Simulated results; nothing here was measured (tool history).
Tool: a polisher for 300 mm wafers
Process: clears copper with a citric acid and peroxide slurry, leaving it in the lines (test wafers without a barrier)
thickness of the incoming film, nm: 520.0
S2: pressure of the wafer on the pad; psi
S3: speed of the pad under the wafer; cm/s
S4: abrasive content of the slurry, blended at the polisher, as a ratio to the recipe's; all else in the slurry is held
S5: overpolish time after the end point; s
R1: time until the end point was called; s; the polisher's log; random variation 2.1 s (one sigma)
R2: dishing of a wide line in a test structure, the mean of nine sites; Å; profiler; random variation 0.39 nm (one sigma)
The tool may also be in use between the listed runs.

run 1 hour=0.0 | flow_of_slurry_(ml/min)=145 S2=3.5 S3=124 S4=1.0 S5=22 | R1=159.25 R2=376.36
run 2 hour=5.8 | flow_of_slurry_(ml/min)=145 S2=3.8 S3=126 S4=1.0 S5=18 | R1=149.05 R2=365.63
run 3 hour=11.0 | flow_of_slurry_(ml/min)=145 S2=3.8 S3=126 S4=1.0 S5=14 | R1=143.46 R2=318.37
run 4 hour=12.2 | flow_of_slurry_(ml/min)=145 S2=3.8 S3=126 S4=1.0 S5=20 | R1=147.91 R2=382.20
run 5 hour=19.3 | flow_of_slurry_(ml/min)=150 S2=3.9 S3=130 S4=1.0 S5=17 | R1=139.99 R2=367.09
run 6 hour=20.1 | flow_of_slurry_(ml/min)=150 S2=4.7 S3=130 S4=1.0 S5=17 | R1=116.22 R2=398.23
run 7 hour=22.9 | flow_of_slurry_(ml/min)=155 S2=4.7 S3=128 S4=1.0 S5=7 | R1=113.44 R2=231.17
run 8 hour=30.3 | flow_of_slurry_(ml/min)=150 S2=4.6 S3=132 S4=1.0 S5=9 | R1=118.62 R2=271.53
run 9 hour=33.2 | flow_of_slurry_(ml/min)=140 S2=4.7 S3=134 S4=1.0 S5=9 | R1=111.51 R2=278.57

Run 10 comes next. What will it give?
run 10 hour=40.5 | flow_of_slurry_(ml/min)=135 S2=4.6 S3=136 S4=1.0 S5=10 | R1=? R2=?

Run 10 gave R1 114.24 s, R2 292.07 Å.

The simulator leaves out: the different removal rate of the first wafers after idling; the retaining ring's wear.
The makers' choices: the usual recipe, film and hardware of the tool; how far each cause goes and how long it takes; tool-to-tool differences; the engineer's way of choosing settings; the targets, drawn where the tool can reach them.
